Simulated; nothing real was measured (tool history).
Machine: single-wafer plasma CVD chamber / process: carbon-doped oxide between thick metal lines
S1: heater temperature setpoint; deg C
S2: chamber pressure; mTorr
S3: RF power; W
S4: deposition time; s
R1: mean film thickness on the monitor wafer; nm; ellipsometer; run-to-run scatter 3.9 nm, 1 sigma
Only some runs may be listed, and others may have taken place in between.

run  hour   S1    S2   S3   S4      R1
  1   0.0  360  6450  500  115  626.24
  2   5.9  360  5690  500  115  612.07
  3  10.0  359  6030  510  115  626.31
  4  11.2  358  6300  520  115  642.44
  5  17.0  352  6300  520  115  651.07
     18.6  -- thermocouple changed; heater temperature recalibrated
  6  18.6  351  6450  525  115  656.99
  7  19.9  350  6570  530  115  655.43

What will run 8 give?
  8  21.8  350  6620  535  115   ?

Run 8 produced R1 662.63 nm.

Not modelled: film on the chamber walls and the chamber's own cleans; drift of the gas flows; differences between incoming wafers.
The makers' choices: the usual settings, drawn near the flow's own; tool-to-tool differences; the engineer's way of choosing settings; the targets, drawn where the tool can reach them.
